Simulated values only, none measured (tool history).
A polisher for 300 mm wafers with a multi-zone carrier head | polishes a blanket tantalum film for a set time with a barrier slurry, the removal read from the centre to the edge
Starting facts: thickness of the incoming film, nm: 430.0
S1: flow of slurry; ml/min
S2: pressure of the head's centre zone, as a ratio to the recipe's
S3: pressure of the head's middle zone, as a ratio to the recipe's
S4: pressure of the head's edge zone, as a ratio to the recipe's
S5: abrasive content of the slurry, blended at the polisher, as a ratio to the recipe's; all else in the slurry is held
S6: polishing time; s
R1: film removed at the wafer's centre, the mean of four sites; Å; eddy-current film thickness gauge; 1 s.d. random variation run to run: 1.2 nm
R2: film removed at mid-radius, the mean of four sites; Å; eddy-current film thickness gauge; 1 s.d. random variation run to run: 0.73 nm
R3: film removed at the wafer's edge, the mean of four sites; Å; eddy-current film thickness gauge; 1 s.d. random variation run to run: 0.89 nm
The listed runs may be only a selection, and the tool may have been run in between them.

Run 1, hour 0.0: S1 150 ml/min, S2 1.00, S3 1.00, S4 1.00, S5 1.00, S6 50 s. Result: R1 1036.00 Å, R2 1044.20 Å, R3 1028.10 Å.
Run 2, hour 3.6: S1 130 ml/min, S2 1.00, S3 1.00, S4 1.00, S5 1.00, S6 50 s. Result: R1 1001.80 Å, R2 1033.60 Å, R3 1002.00 Å.
Run 3, hour 12.4: S1 130 ml/min, S2 1.00, S3 1.00, S4 1.00, S5 0.85, S6 50 s. Result: R1 949.96 Å, R2 968.09 Å, R3 956.97 Å.
Run 4, hour 16.5: S1 130 ml/min, S2 0.95, S3 1.00, S4 1.00, S5 0.85, S6 50 s. Result: R1 905.78 Å, R2 960.85 Å, R3 940.50 Å.
Run 5, hour 22.7: S1 125 ml/min, S2 0.94, S3 0.99, S4 1.01, S5 0.85, S6 50 s. Result: R1 921.41 Å, R2 942.02 Å, R3 953.29 Å.
Run 6, hour 26.1: S1 125 ml/min, S2 0.94, S3 0.99, S4 1.01, S5 0.85, S6 60 s. Result: R1 1076.60 Å, R2 1135.70 Å, R3 1142.40 Å.
Run 7, hour 33.9: S1 120 ml/min, S2 0.93, S3 0.99, S4 1.01, S5 0.80, S6 60 s. Result: R1 1027.90 Å, R2 1111.50 Å, R3 1106.40 Å.
Run 8, hour 39.9: S1 95 ml/min, S2 0.83, S3 0.89, S4 0.95, S5 0.55, S6 59 s. Result: R1 686.08 Å, R2 765.30 Å, R3 811.07 Å.
Run 9, hour 41.0: S1 100 ml/min, S2 0.83, S3 0.89, S4 0.96, S5 0.55, S6 59 s. Result: R1 692.13 Å, R2 749.78 Å, R3 824.73 Å.
Run 10, hour 44.5: S1 105 ml/min, S2 0.83, S3 0.90, S4 0.96, S5 0.55, S6 59 s. Result: R1 704.32 Å, R2 768.78 Å, R3 810.98 Å.

The next listed run, before its measurement:
Run 11, hour 47.6: S1 105 ml/min, S2 0.84, S3 0.91, S4 0.97, S5 0.55, S6 59 s. Result: R1 ?, R2 ?, R3 ?.

Run 11 came out at R1 699.38 Å, R2 783.05 Å, R3 819.93 Å.
